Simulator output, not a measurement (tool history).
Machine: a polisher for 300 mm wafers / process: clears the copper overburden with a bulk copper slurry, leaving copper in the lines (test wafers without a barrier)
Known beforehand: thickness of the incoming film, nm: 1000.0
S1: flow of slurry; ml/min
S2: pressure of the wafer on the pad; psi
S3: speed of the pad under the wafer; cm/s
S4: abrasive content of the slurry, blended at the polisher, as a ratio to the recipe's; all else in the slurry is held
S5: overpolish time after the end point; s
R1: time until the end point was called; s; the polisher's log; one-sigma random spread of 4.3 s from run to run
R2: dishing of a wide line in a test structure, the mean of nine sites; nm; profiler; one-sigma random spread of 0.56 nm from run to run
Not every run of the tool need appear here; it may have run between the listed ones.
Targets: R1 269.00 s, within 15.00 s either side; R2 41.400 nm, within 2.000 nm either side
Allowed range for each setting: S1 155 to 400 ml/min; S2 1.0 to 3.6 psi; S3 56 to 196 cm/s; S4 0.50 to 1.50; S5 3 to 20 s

run 1 hour=0.0 | S1=255 S2=2.3 S3=126 S4=1.00 S5=10 | R1=131.19 R2=55.884
run 2 hour=7.2 | S1=255 S2=2.0 S3=122 S4=1.00 S5=11 | R1=152.11 R2=50.237
run 3 hour=8.2 | S1=285 S2=2.0 S3=122 S4=1.00 S5=11 | R1=152.99 R2=51.815
run 4 hour=15.9 | S1=285 S2=2.0 S3=122 S4=1.15 S5=11 | R1=148.75 R2=52.974
run 5 hour=20.5 | S1=285 S2=1.6 S3=122 S4=1.15 S5=11 | R1=177.84 R2=43.663
run 6 hour=24.3 | S1=285 S2=1.5 S3=118 S4=1.15 S5=12 | R1=205.45 R2=44.823
run 7 hour=29.8 | S1=285 S2=1.4 S3=118 S4=1.15 S5=12 | R1=214.48 R2=41.078
run 8 hour=38.5 | S1=285 S2=1.3 S3=118 S4=1.15 S5=13 | R1=230.88 R2=40.314
run 9 hour=39.2 | S1=285 S2=1.3 S3=118 S4=1.15 S5=14 | R1=229.15 R2=43.628
run 10 hour=43.6 | S1=285 S2=1.2 S3=118 S4=1.15 S5=14 | R1=248.77 R2=40.947

Which one of the following 4 next-run settings gets every result inside its allowed miss? There is exactly one.
run A hour=48.0 | S1=255 S2=1.0 S3=152 S4=1.20 S5=17 | R1=? R2=?
run B hour=48.0 | S1=290 S2=1.1 S3=138 S4=1.10 S5=13 | R1=? R2=?
run C hour=48.0 | S1=290 S2=1.3 S3=114 S4=1.20 S5=16 | R1=? R2=?
run D hour=48.0 | S1=260 S2=1.0 S3=128 S4=1.15 S5=16 | R1=? R2=?

move=A R1=230.49 R2=48.430
move=B R1=233.34 R2=39.439
move=C R1=235.37 R2=46.951
move=D R1=274.48 R2=40.495
A: misses by more than the last run did
B: misses by more than the last run did
C: misses by more than the last run did
D: every result lands within tolerance
So the answer is move D, the one that meets all the targets.
